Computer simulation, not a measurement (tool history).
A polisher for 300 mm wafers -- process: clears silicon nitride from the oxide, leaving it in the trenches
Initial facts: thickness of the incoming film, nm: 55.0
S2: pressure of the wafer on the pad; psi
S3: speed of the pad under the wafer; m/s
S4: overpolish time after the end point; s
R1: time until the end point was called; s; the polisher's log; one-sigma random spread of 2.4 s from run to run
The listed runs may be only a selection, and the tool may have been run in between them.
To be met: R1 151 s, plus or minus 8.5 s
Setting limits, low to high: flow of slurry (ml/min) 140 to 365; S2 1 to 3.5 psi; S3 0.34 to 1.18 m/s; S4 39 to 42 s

run 1 hour=0 | flow_of_slurry_(ml/min)=235 S2=2.2 S3=0.76 S4=39 | R1=105.21
run 2 hour=0.9 | flow_of_slurry_(ml/min)=235 S2=2.2 S3=0.76 S4=39 | R1=108.67
run 3 hour=2.2 | flow_of_slurry_(ml/min)=235 S2=2.2 S3=0.92 S4=39 | R1=89.034
run 4 hour=8.6 | flow_of_slurry_(ml/min)=235 S2=2.5 S3=0.92 S4=39 | R1=78.343
run 5 hour=13.3 | flow_of_slurry_(ml/min)=235 S2=2.3 S3=0.92 S4=39 | R1=85.756
run 6 hour=15.6 | flow_of_slurry_(ml/min)=235 S2=2.1 S3=0.92 S4=39 | R1=91.192
run 7 hour=22.2 | flow_of_slurry_(ml/min)=235 S2=1.9 S3=0.9 S4=39 | R1=104.02
run 8 hour=22.8 | flow_of_slurry_(ml/min)=235 S2=1.8 S3=0.9 S4=39 | R1=111.96
run 9 hour=31.1 | flow_of_slurry_(ml/min)=235 S2=1.7 S3=0.9 S4=39 | R1=114.87
run 10 hour=38.7 | flow_of_slurry_(ml/min)=235 S2=1.1 S3=0.88 S4=39 | R1=174.14

5 next moves are on the table. One of them brings every result within its allowed miss. Which?
run A hour=46.3 | flow_of_slurry_(ml/min)=215 S2=1.5 S3=0.8 S4=39 | R1=?
run B hour=46.3 | flow_of_slurry_(ml/min)=250 S2=1.5 S3=0.88 S4=39 | R1=?
run C hour=46.3 | flow_of_slurry_(ml/min)=225 S2=1.3 S3=0.6 S4=42 | R1=?
run D hour=46.3 | flow_of_slurry_(ml/min)=230 S2=1.1 S3=0.78 S4=39 | R1=?
run E hour=46.3 | flow_of_slurry_(ml/min)=225 S2=1 S3=1 S4=42 | R1=?

move=A R1=147.66
move=B R1=132.8
move=C R1=222.62
move=D R1=201.93
move=E R1=173.71
A: every result within its allowed miss
B: carries the result that was furthest off beyond its target, to the other side
C: the biggest miss grows against the last run
D: the biggest miss grows against the last run
E: no better and no worse than the last run
The move that meets every target is A.
